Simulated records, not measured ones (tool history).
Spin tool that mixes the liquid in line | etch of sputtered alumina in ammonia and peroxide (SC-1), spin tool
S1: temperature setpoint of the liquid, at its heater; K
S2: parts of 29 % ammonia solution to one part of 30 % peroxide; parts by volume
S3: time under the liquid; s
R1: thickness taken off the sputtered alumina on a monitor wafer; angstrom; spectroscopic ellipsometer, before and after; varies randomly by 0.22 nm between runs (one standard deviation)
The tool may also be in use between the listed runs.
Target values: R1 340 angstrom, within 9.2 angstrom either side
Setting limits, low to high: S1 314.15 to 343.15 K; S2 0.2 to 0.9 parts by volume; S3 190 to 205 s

run,hour,S1,S2,S3,R1
1,0,330.15,0.5,190,206.28
2,7.2,330.15,0.4,190,200.76
3,10.5,330.15,0.25,190,191.54
4,18.1,332.15,0.25,190,213.78
5,20.7,332.15,0.2,190,210.1
6,27.4,334.15,0.2,190,231.77
7,30.9,335.65,0.2,190,251.43
8,39.5,336.65,0.2,190,265.43
9,43.9,337.65,0.2,190,279.49
10,50,338.15,0.2,190,284.15

Exercise: of the 4 proposed moves below, exactly one satisfies all targets within the stated allowed misses. Which move is it?
A,56.1,339.65,0.5,195,?
B,56.1,341.65,0.2,205,?
C,56.1,341.15,0.2,205,?
D,56.1,342.15,0.2,195,?

move,R1
A,339.07
B,360.44
C,351.79
D,351.26
A: every result lands within tolerance
B: carries the result that was furthest off beyond its target, to the other side
C: carries the result that was furthest off beyond its target, to the other side
D: carries the result that was furthest off beyond its target, to the other side
A is the move that brings every result within its allowed miss.
